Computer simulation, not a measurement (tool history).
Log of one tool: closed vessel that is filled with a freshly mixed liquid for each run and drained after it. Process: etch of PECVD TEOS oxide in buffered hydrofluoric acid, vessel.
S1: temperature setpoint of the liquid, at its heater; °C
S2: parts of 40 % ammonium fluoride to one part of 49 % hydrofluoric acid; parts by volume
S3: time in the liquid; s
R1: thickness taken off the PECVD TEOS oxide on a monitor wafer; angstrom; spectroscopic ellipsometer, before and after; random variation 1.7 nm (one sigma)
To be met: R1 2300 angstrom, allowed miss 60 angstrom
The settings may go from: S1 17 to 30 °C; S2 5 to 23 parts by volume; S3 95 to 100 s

run	hour	S1	S2	S3	R1
1	0	22	14	95	1602.7
2	2.8	20.5	14	95	1453.7
3	10.3	22	14	95	1596
4	15	22	12	95	1868
5	17.4	22.5	12	95	1919.4
6	21.5	22.5	14	95	1654.3
7	22.6	23.5	14	95	1721.9
8	29.5	24.5	14	95	1824.7
9	35.9	25.5	14	95	1942.5
10	36.9	26	14	95	1981
11	45	26.5	14	95	2038.4

5 next moves are on the table. One of them brings every result within its allowed miss. Which?
A	53.1	28.5	16.5	95	?
B	53.1	26	12	95	?
C	53.1	21	9.5	95	?
D	53.1	26.5	12.5	100	?
E	53.1	23.5	12	100	?

move	R1
A	1945.4
B	2325.3
C	2182.2
D	2416.1
E	2137
A: further off than the last run
B: meets every target
C: nearer than the last run, and not there yet
D: takes the result that was furthest off past its target
E: nearer than the last run, and not there yet
The right move is B.
